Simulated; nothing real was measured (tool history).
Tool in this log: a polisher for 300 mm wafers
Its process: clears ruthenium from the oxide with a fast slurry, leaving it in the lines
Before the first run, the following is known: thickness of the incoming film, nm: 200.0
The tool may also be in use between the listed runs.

| run | hour | flow of slurry (ml/min) | pressure of the wafer on the pad (psi) | speed of the pad under the wafer (m/s) | abrasive content of the slurry | overpolish time after the end point (s) | time until the end point was called (s) | dishing of a wide line in a test structure (angstrom) |
|---|---|---|---|---|---|---|---|---|
| 1 | 0 | 125 | 2.1 | 1.02 | 1 | 23 | 78.681 | 431.05 |
| 2 | 2 | 105 | 2.1 | 1.02 | 1 | 23 | 82.457 | 412.4 |
| 3 | 3.7 | 105 | 1.9 | 1.02 | 1 | 23 | 90.228 | 373.62 |
| 4 | 7.2 | 120 | 1.9 | 1.02 | 1 | 23 | 89.225 | 390.62 |
|  | 13.8 | worn pad replaced by a new one |
| 5 | 13.8 | 120 | 1.9 | 1.02 | 1 | 29 | 80.701 | 508.27 |
| 6 | 21.4 | 120 | 2 | 1.02 | 1 | 30 | 72.219 | 558.96 |
| 7 | 27.2 | 120 | 2 | 1.02 | 1 | 31 | 74.289 | 574.47 |

What will run 8 give?
| 8 | 34.4 | 120 | 2.1 | 1.02 | 1 | 32 | ? | ? |

time until the end point was called (s): 70.889
dishing of a wide line in a test structure (angstrom): 601.25
